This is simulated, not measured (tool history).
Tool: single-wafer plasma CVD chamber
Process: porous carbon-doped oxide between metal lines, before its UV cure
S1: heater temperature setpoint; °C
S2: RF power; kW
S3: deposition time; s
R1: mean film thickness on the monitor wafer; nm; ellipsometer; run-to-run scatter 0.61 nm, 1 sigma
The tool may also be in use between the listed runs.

run  hour   S1     S2    S3      R1
  1     0  310   0.58  39.8  195.28
  2   2.9  310   0.58  41.1  201.11
  3    10  303   0.58  41.1   208.5
  4  17.9  303  0.615  41.1  215.98
  5  24.7  303  0.615  41.1   216.4
  6  30.3  306   0.59    41  207.05
  7  35.3  308   0.57  40.9  201.22
  8  40.8  310   0.55  40.8  194.49
  9  44.6  312  0.535  40.7  187.75
 10  52.9  314  0.525  40.7  184.29
 11  56.4  316  0.515  40.7  179.82
 12  57.8  318  0.505  40.7  176.03
 13  63.3  319    0.5  40.7  174.07
 14  69.2  320  0.495  40.7  172.44
 15  73.3  320  0.495  40.7  172.54
     74.7  -- thermocouple changed; heater temperature recalibrated
 16  74.7  321   0.49  40.7  174.79
 17  80.1  321   0.48  40.7   172.2
 18  82.9  322  0.475  40.7     171
 19  90.1  323   0.47  40.7  170.02
 20  92.8  324   0.46  40.7     165
 21    97  325  0.455  40.7  163.78
 22  99.9  326   0.45  40.7  162.08

Run 23 comes next. What will it give?
 23   101  326  0.45  40.7   ?

{"run 23": {"R1": 161.19}}
